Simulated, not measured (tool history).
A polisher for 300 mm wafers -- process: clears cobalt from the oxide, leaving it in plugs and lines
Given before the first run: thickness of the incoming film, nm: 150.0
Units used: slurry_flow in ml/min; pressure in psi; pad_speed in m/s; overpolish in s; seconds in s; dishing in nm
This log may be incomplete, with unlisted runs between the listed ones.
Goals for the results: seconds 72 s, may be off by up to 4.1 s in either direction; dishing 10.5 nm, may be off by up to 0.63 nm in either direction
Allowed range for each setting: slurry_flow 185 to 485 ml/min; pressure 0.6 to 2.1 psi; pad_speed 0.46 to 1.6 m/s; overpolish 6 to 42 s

run   hour  slurry_flow  pressure  pad_speed  overpolish  seconds  dishing
  1      0          310       1.3       1.02          21   35.877   45.297
  2    2.8          300       1.2       0.92          18   42.779    37.17
  3      9          300       1.4       0.92          18    38.11   39.411
  4   16.2          280       1.3       0.84          16   43.228   34.334
  5   19.6          280       1.3       0.84           7    44.35   18.687
  6   21.5          320       1.2       0.82           7   47.748   17.764
  7   28.5          350       1.1        0.8           7   51.876   16.526
  8   31.7          375         1        0.8           7   54.503    15.68
  9   39.3          395       0.9       0.78           7   59.641   13.823
 10   46.6          405       0.9       0.78           7    59.16   14.094
 11   54.7          420       0.9       0.78           7   60.336   14.188
 12   61.2          430       0.8       0.78           7   66.668    12.99
 13   70.2          440       0.8       0.76           7   66.513   13.065
 14   73.1          450       0.8       0.76           7   68.502   13.196
 15     77          415       0.8       0.76           7   68.744   12.795
 16   84.7          430       0.8       0.78           7   65.641   13.091
 17   86.7          440       0.8       0.78           7   64.379   13.018
      94.1  -- head pressure recalibrated
 18   94.1          450       0.8       0.78           7   70.129   12.384
 19   97.6          455       0.8       0.82           7   68.607   12.978
 20  105.6          435       0.8       0.76           7   72.163   11.741

Which of these 4 next moves meets every target?
  A  113.6          410       0.7       0.82           7        ?        ?
  B  113.6          435       0.8       0.66           6        ?        ?
  C  113.6          430       1.2       0.66           6        ?        ?
  D  113.6          485       1.1        0.6           6        ?        ?

move  seconds  dishing
   A   74.194   11.834
   B   83.334   9.2567
   C   62.283   12.048
   D   72.327   10.534
A: moves away from the targets compared with the last run
B: takes the biggest miss from the last run beyond its target
C: moves away from the targets compared with the last run
D: each result inside its tolerance
Correct choice: D, which meets every target

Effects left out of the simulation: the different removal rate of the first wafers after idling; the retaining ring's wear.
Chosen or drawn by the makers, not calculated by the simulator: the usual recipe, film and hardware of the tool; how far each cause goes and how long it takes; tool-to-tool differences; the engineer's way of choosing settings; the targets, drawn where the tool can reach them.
